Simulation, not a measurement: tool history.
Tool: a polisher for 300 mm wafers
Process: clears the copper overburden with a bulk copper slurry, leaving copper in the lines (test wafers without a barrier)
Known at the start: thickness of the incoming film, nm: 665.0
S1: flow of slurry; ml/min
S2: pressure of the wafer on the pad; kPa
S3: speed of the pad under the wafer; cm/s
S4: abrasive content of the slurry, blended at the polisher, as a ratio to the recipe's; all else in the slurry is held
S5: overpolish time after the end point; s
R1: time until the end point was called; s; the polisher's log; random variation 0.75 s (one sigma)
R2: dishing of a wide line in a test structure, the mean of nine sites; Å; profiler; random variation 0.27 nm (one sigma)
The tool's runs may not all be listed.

{"run": 1, "hour": 0.0, "S1": 310, "S2": 17.2, "S3": 118, "S4": 1.0, "S5": 25, "R1": 58.041, "R2": 280.4}
{"run": 2, "hour": 0.8, "S1": 310, "S2": 15.2, "S3": 120, "S4": 1.0, "S5": 22, "R1": 63.953, "R2": 279.96}
{"run": 3, "hour": 4.9, "S1": 310, "S2": 15.2, "S3": 144, "S4": 1.0, "S5": 22, "R1": 53.259, "R2": 278.41}
{"run": 4, "hour": 12.6, "S1": 310, "S2": 13.8, "S3": 142, "S4": 1.0, "S5": 27, "R1": 58.761, "R2": 278.25}
{"run": 5, "hour": 14.3, "S1": 255, "S2": 13.8, "S3": 142, "S4": 1.0, "S5": 27, "R1": 60.001, "R2": 284.76}
{"run": 6, "hour": 15.6, "S1": 255, "S2": 13.8, "S3": 120, "S4": 1.0, "S5": 27, "R1": 70.156, "R2": 275.62}
{"run": 7, "hour": 16.4, "S1": 295, "S2": 12.4, "S3": 120, "S4": 1.05, "S5": 27, "R1": 75.341, "R2": 272.11}

Run 8 comes next. What will it give?
{"run": 8, "hour": 22.4, "S1": 385, "S2": 7.6, "S3": 128, "S4": 1.2, "S5": 15, "R1": "?", "R2": "?"}

R1: 99.889 s
R2: 241.93 Å
